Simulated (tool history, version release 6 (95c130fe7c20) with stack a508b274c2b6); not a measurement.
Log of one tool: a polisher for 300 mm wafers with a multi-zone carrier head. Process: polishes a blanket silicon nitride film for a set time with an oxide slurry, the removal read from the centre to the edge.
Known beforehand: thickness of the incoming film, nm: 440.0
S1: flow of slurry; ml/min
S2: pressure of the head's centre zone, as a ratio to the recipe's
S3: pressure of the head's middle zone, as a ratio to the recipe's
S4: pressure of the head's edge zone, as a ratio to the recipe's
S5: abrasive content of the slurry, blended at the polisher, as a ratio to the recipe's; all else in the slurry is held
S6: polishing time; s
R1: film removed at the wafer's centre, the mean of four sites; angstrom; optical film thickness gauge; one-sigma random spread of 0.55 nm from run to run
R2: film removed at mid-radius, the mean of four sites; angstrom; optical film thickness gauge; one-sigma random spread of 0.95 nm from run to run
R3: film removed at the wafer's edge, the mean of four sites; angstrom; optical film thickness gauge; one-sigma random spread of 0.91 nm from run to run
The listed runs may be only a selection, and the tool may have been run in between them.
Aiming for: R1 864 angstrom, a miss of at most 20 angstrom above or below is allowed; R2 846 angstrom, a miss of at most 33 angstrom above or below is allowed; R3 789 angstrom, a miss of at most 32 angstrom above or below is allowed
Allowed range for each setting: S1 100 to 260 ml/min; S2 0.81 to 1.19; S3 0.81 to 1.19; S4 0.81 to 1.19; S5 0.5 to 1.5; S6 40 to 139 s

run  hour   S1    S2    S3    S4    S5  S6      R1      R2      R3
  1     0  165     1     1     1     1  89  909.46   896.1  929.17
  2   8.9  165  0.95     1     1     1  89  873.01  904.95  927.09
  3  11.5  165  0.96     1  0.97     1  89  876.32  902.57  911.32
  4  14.8  165  0.97     1  0.95     1  89  885.77  890.55  906.59
  5  16.3  165  0.97     1  0.95  0.85  89  838.03  839.18  856.89
  6  18.3  165  0.97     1  0.95  0.85  70  657.47  682.02   687.2
  7  21.4  175  0.99  1.02  0.96  0.85  70  685.99  684.57  679.87
     24.5  -- slurry nozzle cleaned
  8  24.5  180     1  1.03  0.97   0.9  70  745.14   746.5  737.74
  9  28.4  230  1.03  1.04   0.9   0.9  70  800.83  784.89  724.84
 10  32.2  230  1.03  1.04   0.9   0.9  70  793.74  788.77  737.33

Below are 4 possible settings for the next run. Only one of them brings all results inside the allowed miss of their targets. Which is it?
  A    36  235  1.02  1.07  0.88   0.8  67   ?   ?   ?
  B    36  255  0.88     1  0.96  0.95  73   ?   ?   ?
  C    36  245  1.04  1.05  0.93  0.75  79   ?   ?   ?
  D    36  240  1.08  1.05  0.89  0.95  65   ?   ?   ?

move      R1      R2      R3
   A  726.24   731.8  658.97
   B  731.71  807.92  798.54
   C  858.14  833.94  780.86
   D  794.86  743.72  683.82
A: the biggest miss grows against the last run
B: the biggest miss grows against the last run
C: hits every target within its allowed miss
D: just as far off the targets as the last run
Correct choice: C, which meets every target
